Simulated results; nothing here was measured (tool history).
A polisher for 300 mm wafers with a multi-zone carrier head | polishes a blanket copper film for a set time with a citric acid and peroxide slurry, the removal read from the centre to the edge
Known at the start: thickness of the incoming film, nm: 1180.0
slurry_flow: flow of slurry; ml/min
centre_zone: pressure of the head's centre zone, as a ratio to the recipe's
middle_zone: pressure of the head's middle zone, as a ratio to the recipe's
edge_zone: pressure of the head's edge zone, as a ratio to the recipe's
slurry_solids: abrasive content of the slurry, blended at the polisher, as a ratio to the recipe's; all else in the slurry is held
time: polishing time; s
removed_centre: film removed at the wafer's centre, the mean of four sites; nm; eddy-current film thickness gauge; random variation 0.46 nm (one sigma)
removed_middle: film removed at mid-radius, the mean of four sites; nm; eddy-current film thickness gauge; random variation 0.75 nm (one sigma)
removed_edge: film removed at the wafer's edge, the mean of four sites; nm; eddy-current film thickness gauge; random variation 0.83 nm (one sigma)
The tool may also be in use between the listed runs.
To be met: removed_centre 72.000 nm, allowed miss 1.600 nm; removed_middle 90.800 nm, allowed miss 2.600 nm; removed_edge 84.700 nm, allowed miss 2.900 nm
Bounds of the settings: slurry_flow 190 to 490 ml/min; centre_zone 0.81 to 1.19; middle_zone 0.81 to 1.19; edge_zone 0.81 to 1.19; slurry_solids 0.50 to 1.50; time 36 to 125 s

{"run": 1, "hour": 0.0, "slurry_flow": 315, "centre_zone": 1.0, "middle_zone": 1.0, "edge_zone": 1.0, "slurry_solids": 1.0, "time": 80, "removed_centre": 127.27, "removed_middle": 127.59, "removed_edge": 127.26}
{"run": 2, "hour": 3.9, "slurry_flow": 310, "centre_zone": 0.98, "middle_zone": 1.0, "edge_zone": 0.99, "slurry_solids": 0.95, "time": 78, "removed_centre": 119.16, "removed_middle": 122.27, "removed_edge": 123.67}
{"run": 3, "hour": 5.1, "slurry_flow": 310, "centre_zone": 0.97, "middle_zone": 1.01, "edge_zone": 0.97, "slurry_solids": 0.9, "time": 76, "removed_centre": 113.01, "removed_middle": 118.08, "removed_edge": 115.85}
{"run": 4, "hour": 10.1, "slurry_flow": 305, "centre_zone": 0.95, "middle_zone": 1.01, "edge_zone": 0.96, "slurry_solids": 0.85, "time": 75, "removed_centre": 108.21, "removed_middle": 115.92, "removed_edge": 114.59}
{"run": 5, "hour": 13.6, "slurry_flow": 305, "centre_zone": 0.95, "middle_zone": 1.01, "edge_zone": 0.96, "slurry_solids": 0.7, "time": 75, "removed_centre": 103.36, "removed_middle": 109.54, "removed_edge": 107.82}
{"run": 6, "hour": 18.6, "slurry_flow": 305, "centre_zone": 0.95, "middle_zone": 1.04, "edge_zone": 0.96, "slurry_solids": 0.7, "time": 75, "removed_centre": 103.64, "removed_middle": 112.15, "removed_edge": 108.73}
{"run": 7, "hour": 22.1, "slurry_flow": 300, "centre_zone": 0.93, "middle_zone": 1.04, "edge_zone": 0.95, "slurry_solids": 0.7, "time": 74, "removed_centre": 99.671, "removed_middle": 109.41, "removed_edge": 105.06}
{"run": 8, "hour": 23.1, "slurry_flow": 295, "centre_zone": 0.92, "middle_zone": 1.05, "edge_zone": 0.95, "slurry_solids": 0.7, "time": 73, "removed_centre": 95.98, "removed_middle": 109.57, "removed_edge": 105.35}
{"run": 9, "hour": 30.5, "slurry_flow": 290, "centre_zone": 0.91, "middle_zone": 1.05, "edge_zone": 0.94, "slurry_solids": 0.7, "time": 72, "removed_centre": 94.071, "removed_middle": 107.23, "removed_edge": 104.4}
{"run": 10, "hour": 31.1, "slurry_flow": 290, "centre_zone": 0.91, "middle_zone": 1.05, "edge_zone": 0.94, "slurry_solids": 0.7, "time": 72, "removed_centre": 94.956, "removed_middle": 108.56, "removed_edge": 102.9}
{"run": 11, "hour": 35.0, "slurry_flow": 240, "centre_zone": 0.81, "middle_zone": 1.03, "edge_zone": 0.87, "slurry_solids": 0.5, "time": 61, "removed_centre": 64.652, "removed_middle": 82.83, "removed_edge": 78.542}
{"run": 12, "hour": 40.5, "slurry_flow": 255, "centre_zone": 0.81, "middle_zone": 1.03, "edge_zone": 0.88, "slurry_solids": 0.5, "time": 61, "removed_centre": 66.199, "removed_middle": 83.197, "removed_edge": 78.076}
{"run": 13, "hour": 46.4, "slurry_flow": 260, "centre_zone": 0.81, "middle_zone": 1.04, "edge_zone": 0.89, "slurry_solids": 0.5, "time": 61, "removed_centre": 65.264, "removed_middle": 84.957, "removed_edge": 78.148}
{"run": 14, "hour": 51.6, "slurry_flow": 330, "centre_zone": 0.89, "middle_zone": 1.05, "edge_zone": 0.99, "slurry_solids": 0.65, "time": 61, "removed_centre": 78.308, "removed_middle": 91.644, "removed_edge": 89.339}

Which of these 4 next moves meets every target?
{"run": "A", "hour": 56.8, "slurry_flow": 360, "centre_zone": 0.9, "middle_zone": 1.08, "edge_zone": 0.94, "slurry_solids": 0.65, "time": 59, "removed_centre": "?", "removed_middle": "?", "removed_edge": "?"}
{"run": "B", "hour": 56.8, "slurry_flow": 350, "centre_zone": 0.84, "middle_zone": 1.08, "edge_zone": 0.95, "slurry_solids": 0.8, "time": 57, "removed_centre": "?", "removed_middle": "?", "removed_edge": "?"}
{"run": "C", "hour": 56.8, "slurry_flow": 260, "centre_zone": 0.86, "middle_zone": 1.16, "edge_zone": 0.96, "slurry_solids": 0.55, "time": 66, "removed_centre": "?", "removed_middle": "?", "removed_edge": "?"}
{"run": "D", "hour": 56.8, "slurry_flow": 375, "centre_zone": 0.84, "middle_zone": 1.19, "edge_zone": 0.96, "slurry_solids": 0.75, "time": 57, "removed_centre": "?", "removed_middle": "?", "removed_edge": "?"}

move=A removed_centre=77.129 removed_middle=89.980 removed_edge=84.230
move=B removed_centre=72.270 removed_middle=90.438 removed_edge=85.103
move=C removed_centre=76.875 removed_middle=98.685 removed_edge=89.690
move=D removed_centre=71.833 removed_middle=95.665 removed_edge=84.703
A: nearer than the last run, and not there yet
B: meets every target
C: nearer than the last run, and not there yet
D: brings the result that was furthest off to its target, and leaves another outside
Answer: B
